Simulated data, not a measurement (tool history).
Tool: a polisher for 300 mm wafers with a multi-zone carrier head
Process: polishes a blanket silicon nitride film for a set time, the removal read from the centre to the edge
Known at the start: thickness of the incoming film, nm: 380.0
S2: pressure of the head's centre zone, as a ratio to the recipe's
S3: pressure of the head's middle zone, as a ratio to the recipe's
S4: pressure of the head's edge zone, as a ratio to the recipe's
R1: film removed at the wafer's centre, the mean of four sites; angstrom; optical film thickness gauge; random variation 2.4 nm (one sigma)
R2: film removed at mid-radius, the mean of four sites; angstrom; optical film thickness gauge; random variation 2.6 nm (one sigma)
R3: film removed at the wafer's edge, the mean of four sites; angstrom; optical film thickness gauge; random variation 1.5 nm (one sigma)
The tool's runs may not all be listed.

run 1 day=0.000 | flow_of_slurry_(ml/min)=195 S2=1.00 S3=1.00 S4=1.00 polishing_time_(s)=70 | R1=1490.9 R2=1493.2 R3=1482.3
run 2 day=0.188 | flow_of_slurry_(ml/min)=195 S2=0.99 S3=0.99 S4=1.03 polishing_time_(s)=73 | R1=1530.3 R2=1486.3 R3=1583.7
run 3 day=0.546 | flow_of_slurry_(ml/min)=200 S2=0.98 S3=1.00 S4=1.05 polishing_time_(s)=76 | R1=1553.8 R2=1619.0 R3=1665.4
run 4 day=0.788 | flow_of_slurry_(ml/min)=205 S2=0.98 S3=0.99 S4=1.07 polishing_time_(s)=78 | R1=1659.3 R2=1651.4 R3=1738.4
run 5 day=0.825 | flow_of_slurry_(ml/min)=205 S2=0.97 S3=0.98 S4=1.09 polishing_time_(s)=80 | R1=1669.5 R2=1669.4 R3=1781.1
run 6 day=1.117 | flow_of_slurry_(ml/min)=205 S2=0.97 S3=1.04 S4=1.09 polishing_time_(s)=80 | R1=1623.6 R2=1722.6 R3=1793.9

The next listed run, before its measurement:
run 7 day=1.283 | flow_of_slurry_(ml/min)=200 S2=0.96 S3=1.03 S4=1.10 polishing_time_(s)=82 | R1=? R2=? R3=?

R1: 1660.4 angstrom
R2: 1795.0 angstrom
R3: 1857.2 angstrom
